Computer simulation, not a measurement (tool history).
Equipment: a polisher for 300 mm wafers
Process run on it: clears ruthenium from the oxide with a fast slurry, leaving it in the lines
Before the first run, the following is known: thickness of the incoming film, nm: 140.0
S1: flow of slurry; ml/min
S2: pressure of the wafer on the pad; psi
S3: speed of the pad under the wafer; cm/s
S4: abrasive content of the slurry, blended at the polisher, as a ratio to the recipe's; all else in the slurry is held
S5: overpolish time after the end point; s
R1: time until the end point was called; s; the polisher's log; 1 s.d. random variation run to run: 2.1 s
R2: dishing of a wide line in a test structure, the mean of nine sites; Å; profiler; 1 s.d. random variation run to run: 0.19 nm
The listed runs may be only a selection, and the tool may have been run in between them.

run  hour   S1   S2  S3    S4  S5      R1      R2
  1     0  320  1.9  90     1  11  54.805  237.97
  2     8  320  2.3  90     1  11  47.196  263.39
  3  10.9  320  2.1  84     1  12  53.723  255.13
  4  19.4  320  2.1  68     1  12  67.152  212.41
  5    24  320  2.1  68     1   7  67.088  130.54
  6  26.9  320  2.1  68   1.1   7  61.568  136.02
  7  34.7  315  1.9  68  1.05   8  68.894  139.32
  8  40.9  315  1.8  66     1   9  75.133   146.2
  9  41.9  315  1.7  66  0.95  10  83.421  147.58
 10  50.4  315  1.6  66  0.95  11  86.238  155.37
 11  56.4  315  1.5  66  0.95  12  88.117  159.98

Run 12 has not been measured yet. What should we expect?
     62.9  -- slurry nozzle cleaned
 12  62.9  315  1.4  66  0.9  13   ?   ?

Run 12 measured R1 94.209 s, R2 164.31 Å.
